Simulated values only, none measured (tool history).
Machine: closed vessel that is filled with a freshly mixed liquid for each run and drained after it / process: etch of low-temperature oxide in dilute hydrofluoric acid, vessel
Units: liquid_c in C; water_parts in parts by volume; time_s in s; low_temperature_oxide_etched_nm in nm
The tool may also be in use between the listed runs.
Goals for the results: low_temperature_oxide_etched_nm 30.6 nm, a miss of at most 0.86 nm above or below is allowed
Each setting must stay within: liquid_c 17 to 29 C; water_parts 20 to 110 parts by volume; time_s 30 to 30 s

run    day  liquid_c  water_parts  time_s  low_temperature_oxide_etched_nm
  1      0        21           60      30                           17.076
  2  0.262      22.5           55      30                           20.174
  3  0.517      22.5           45      30                           24.439
  4  0.671      22.5           25      30                           45.299
  5  0.742      22.5           20      30                            57.39
  6  1.029      21.5           25      30                           43.585
  7  1.254      21.5           25      30                            44.54
  8  1.488        21           25      30                           43.244
  9  1.729      20.5           25      30                           42.375
 10  2.104        17           40      30                           22.265
 11   2.25        18           40      30                           23.193
 12  2.567        19           40      30                           24.284
 13  2.833      19.5           40      30                           24.906
 14      3      23.5           40      30                            29.01

Consider the 5 candidate settings below. Which is the only one whose results all fall within their allowed miss of target?
  A  3.167        23           40      30                                ?
  B  3.167      25.5           45      30                                ?
  C  3.167        21           35      30                                ?
  D  3.167      22.5           35      30                                ?
  E  3.167        19           30      30                                ?

move  low_temperature_oxide_etched_nm
   A                           28.753
   B                            28.15
   C                           30.393
   D                           32.388
   E                           32.733
A: further off than the last run
B: further off than the last run
C: each result inside its tolerance
D: the result that was furthest off in the last run now lies on the other side of its target
E: the result that was furthest off in the last run now lies on the other side of its target
Correct choice: C, which meets every target
